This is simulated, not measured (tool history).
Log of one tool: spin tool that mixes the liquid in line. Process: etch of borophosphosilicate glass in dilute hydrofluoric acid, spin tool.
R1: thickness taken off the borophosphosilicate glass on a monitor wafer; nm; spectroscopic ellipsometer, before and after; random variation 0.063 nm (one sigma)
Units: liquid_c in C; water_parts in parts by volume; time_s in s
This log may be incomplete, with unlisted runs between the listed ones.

{"run": 1, "day": 0.0, "liquid_c": 21, "water_parts": 255, "time_s": 65, "R1": 8.3203}
{"run": 2, "day": 0.104, "liquid_c": 22.5, "water_parts": 250, "time_s": 65, "R1": 8.9085}
{"run": 3, "day": 0.196, "liquid_c": 24, "water_parts": 245, "time_s": 65, "R1": 9.7022}
{"run": 4, "day": 0.558, "liquid_c": 24, "water_parts": 245, "time_s": 70, "R1": 10.436}
{"day": 0.783, "done": "hydrofluoric acid flow meter replaced"}
{"run": 5, "day": 0.783, "liquid_c": 24, "water_parts": 160, "time_s": 70, "R1": 18.991}
{"run": 6, "day": 0.917, "liquid_c": 24, "water_parts": 240, "time_s": 70, "R1": 11.658}
{"run": 7, "day": 1.025, "liquid_c": 24, "water_parts": 240, "time_s": 70, "R1": 11.552}

Run 8, settings as shown, results not yet in. Your forecast:
{"run": 8, "day": 1.342, "liquid_c": 24.5, "water_parts": 240, "time_s": 70, "R1": "?"}

Run 8 produced R1 11.738 nm.
